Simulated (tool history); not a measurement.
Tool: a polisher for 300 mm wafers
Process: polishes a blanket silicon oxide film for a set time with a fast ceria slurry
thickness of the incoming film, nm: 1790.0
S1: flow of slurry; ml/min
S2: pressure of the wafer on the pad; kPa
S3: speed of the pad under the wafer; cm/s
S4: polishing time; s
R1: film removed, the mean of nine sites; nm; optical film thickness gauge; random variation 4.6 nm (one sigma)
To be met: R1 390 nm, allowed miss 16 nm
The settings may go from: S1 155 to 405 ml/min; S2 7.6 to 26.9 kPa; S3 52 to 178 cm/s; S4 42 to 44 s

run 1 day=0 | S1=260 S2=17.2 S3=114 S4=42 | R1=613.58
run 2 day=0.046 | S1=260 S2=20.7 S3=114 S4=42 | R1=712.5
run 3 day=0.083 | S1=230 S2=20.7 S3=114 S4=42 | R1=703.04
run 4 day=0.154 | S1=230 S2=19.3 S3=114 S4=42 | R1=676.04
run 5 day=0.267 | S1=230 S2=19.3 S3=98 S4=42 | R1=596.47
run 6 day=0.379 | S1=265 S2=19.3 S3=98 S4=42 | R1=601.64
run 7 day=0.433 | S1=265 S2=17.9 S3=98 S4=42 | R1=565.39
run 8 day=0.8 | S1=265 S2=16.5 S3=98 S4=42 | R1=528.29
run 9 day=0.908 | S1=265 S2=15.9 S3=98 S4=42 | R1=517.52
run 10 day=1.046 | S1=265 S2=15.2 S3=98 S4=42 | R1=493.26
run 11 day=1.267 | S1=265 S2=14.5 S3=98 S4=42 | R1=471.29
run 12 day=1.433 | S1=265 S2=13.8 S3=98 S4=42 | R1=453.61
run 13 day=1.558 | S1=265 S2=13.1 S3=98 S4=42 | R1=437.81

Which of these 5 next moves meets every target?
run A day=1.683 | S1=315 S2=14.5 S3=96 S4=44 | R1=?
run B day=1.683 | S1=295 S2=15.9 S3=84 S4=44 | R1=?
run C day=1.683 | S1=295 S2=13.1 S3=76 S4=42 | R1=?
run D day=1.683 | S1=265 S2=14.5 S3=106 S4=44 | R1=?
run E day=1.683 | S1=335 S2=10.3 S3=104 S4=43 | R1=?

move=A R1=490.83
move=B R1=475.29
move=C R1=359.39
move=D R1=524.23
move=E R1=392.05
A: further off than the last run
B: further off than the last run
C: takes the result that was furthest off past its target
D: further off than the last run
E: meets every target
The right move is E.
